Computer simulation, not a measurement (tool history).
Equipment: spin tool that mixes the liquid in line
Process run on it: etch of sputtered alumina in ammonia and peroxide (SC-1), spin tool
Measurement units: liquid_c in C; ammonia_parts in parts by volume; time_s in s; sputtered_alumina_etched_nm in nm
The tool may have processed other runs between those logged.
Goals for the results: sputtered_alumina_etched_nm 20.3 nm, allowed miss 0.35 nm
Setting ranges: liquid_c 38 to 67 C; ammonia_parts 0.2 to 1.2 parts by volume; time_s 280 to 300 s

| run | hour | liquid_c | ammonia_parts | time_s | sputtered_alumina_etched_nm |
|---|---|---|---|---|---|
| 1 | 0 | 51 | 0.75 | 280 | 12.665 |
| 2 | 6.6 | 52 | 0.75 | 280 | 13.632 |
| 3 | 11.7 | 52 | 0.75 | 280 | 13.547 |
| 4 | 14.6 | 53 | 0.75 | 280 | 14.187 |
| 5 | 18.9 | 54 | 0.75 | 280 | 15.106 |
| 6 | 25.5 | 54 | 0.75 | 300 | 16.047 |
| 7 | 31.5 | 54.5 | 0.75 | 300 | 16.508 |
| 8 | 36.7 | 55 | 0.75 | 300 | 17.055 |
| 9 | 45 | 55.5 | 0.75 | 300 | 17.631 |

Consider the 5 candidate settings below. Which is the only one whose results all fall within their allowed miss of target?
| A | 53.3 | 58.5 | 0.9 | 280 | ? |
| B | 53.3 | 59 | 0.75 | 300 | ? |
| C | 53.3 | 58.5 | 0.75 | 285 | ? |
| D | 53.3 | 57.5 | 0.8 | 300 | ? |
| E | 53.3 | 60.5 | 0.5 | 280 | ? |

| move | sputtered_alumina_etched_nm |
|---|---|
| A | 19.374 |
| B | 20.937 |
| C | 19.382 |
| D | 19.486 |
| E | 20.313 |
A: nearer the targets than the last run, but a result is still out of spec
B: moves the result that the last run missed by most past its target, out the other side
C: nearer the targets than the last run, but a result is still out of spec
D: nearer the targets than the last run, but a result is still out of spec
E: all results land within tolerance of their targets
Correct choice: E, which meets every target

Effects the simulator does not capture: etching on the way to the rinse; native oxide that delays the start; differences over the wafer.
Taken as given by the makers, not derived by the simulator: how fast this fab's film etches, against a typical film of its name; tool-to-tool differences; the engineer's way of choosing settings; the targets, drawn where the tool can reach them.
